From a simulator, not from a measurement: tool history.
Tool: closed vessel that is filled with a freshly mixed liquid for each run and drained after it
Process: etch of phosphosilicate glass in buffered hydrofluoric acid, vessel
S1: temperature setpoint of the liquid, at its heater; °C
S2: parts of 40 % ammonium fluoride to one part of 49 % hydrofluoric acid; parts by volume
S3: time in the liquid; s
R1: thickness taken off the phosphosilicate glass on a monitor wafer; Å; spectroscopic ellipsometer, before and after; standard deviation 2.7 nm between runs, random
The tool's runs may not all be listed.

run	day	S1	S2	S3	R1
1	0.000	24.0	13.5	90	2747.4
2	0.221	26.5	11.5	90	3709.2
3	0.521	25.0	11.5	90	3404.1
4	0.712	25.0	9.0	90	4150.4
5	1.033	27.0	9.0	90	4665.1
6	1.325	28.5	9.0	90	5023.7

What will run 7 give?
7	1.417	29.5	9.0	90	?

R1: 5297.6 Å

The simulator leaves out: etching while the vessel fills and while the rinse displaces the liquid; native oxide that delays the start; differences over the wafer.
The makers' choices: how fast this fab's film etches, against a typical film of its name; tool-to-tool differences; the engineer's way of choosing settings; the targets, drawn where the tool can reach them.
